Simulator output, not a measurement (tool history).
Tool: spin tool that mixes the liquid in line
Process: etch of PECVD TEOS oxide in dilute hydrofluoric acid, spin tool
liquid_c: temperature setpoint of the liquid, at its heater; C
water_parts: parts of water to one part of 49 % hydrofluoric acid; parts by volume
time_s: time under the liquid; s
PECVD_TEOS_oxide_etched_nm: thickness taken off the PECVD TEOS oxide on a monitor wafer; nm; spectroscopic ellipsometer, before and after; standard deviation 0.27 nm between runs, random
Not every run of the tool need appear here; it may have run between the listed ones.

run	hour	liquid_c	water_parts	time_s	PECVD_TEOS_oxide_etched_nm
1	0	23	150	325	19.985
2	5.9	23	150	325	19.987
3	11	23	150	350	21.426
4	13.1	23	185	350	16.993
5	20	23	205	350	14.589
6	25.9	23	240	350	12.097
7	34.9	25.5	210	350	15.783
8	44	27	190	350	18.787
9	49.5	28	175	350	21.4

Estimate the outcome of run 10 from the log above:
10	50.8	29	165	350	?

{"run 10": {"PECVD_TEOS_oxide_etched_nm": 24.009}}
